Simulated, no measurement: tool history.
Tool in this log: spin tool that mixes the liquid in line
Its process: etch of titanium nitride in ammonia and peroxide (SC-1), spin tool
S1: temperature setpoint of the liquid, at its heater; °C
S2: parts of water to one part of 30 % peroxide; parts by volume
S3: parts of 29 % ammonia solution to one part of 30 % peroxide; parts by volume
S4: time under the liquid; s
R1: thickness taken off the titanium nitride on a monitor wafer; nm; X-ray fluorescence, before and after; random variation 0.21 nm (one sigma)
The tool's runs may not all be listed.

run 1 hour=0.0 | S1=55.0 S2=13.5 S3=0.4 S4=190 | R1=14.073
run 2 hour=2.4 | S1=55.0 S2=11.5 S3=0.4 S4=190 | R1=15.418
run 3 hour=9.0 | S1=56.5 S2=11.5 S3=0.4 S4=190 | R1=17.018
run 4 hour=12.4 | S1=52.5 S2=11.5 S3=0.4 S4=190 | R1=13.157
run 5 hour=14.9 | S1=52.5 S2=11.5 S3=0.5 S4=190 | R1=13.527
run 6 hour=23.4 | S1=52.5 S2=13.5 S3=0.5 S4=190 | R1=12.493
run 7 hour=29.1 | S1=55.0 S2=13.5 S3=0.5 S4=190 | R1=14.930
run 8 hour=35.8 | S1=56.5 S2=13.5 S3=0.5 S4=190 | R1=16.156
run 9 hour=41.5 | S1=58.0 S2=13.5 S3=0.5 S4=190 | R1=17.859
run 10 hour=49.7 | S1=59.0 S2=13.5 S3=0.5 S4=190 | R1=19.127

What will run 11 give?
run 11 hour=51.1 | S1=60.0 S2=13.5 S3=0.5 S4=190 | R1=?

{"run 11": {"R1": 20.515}}
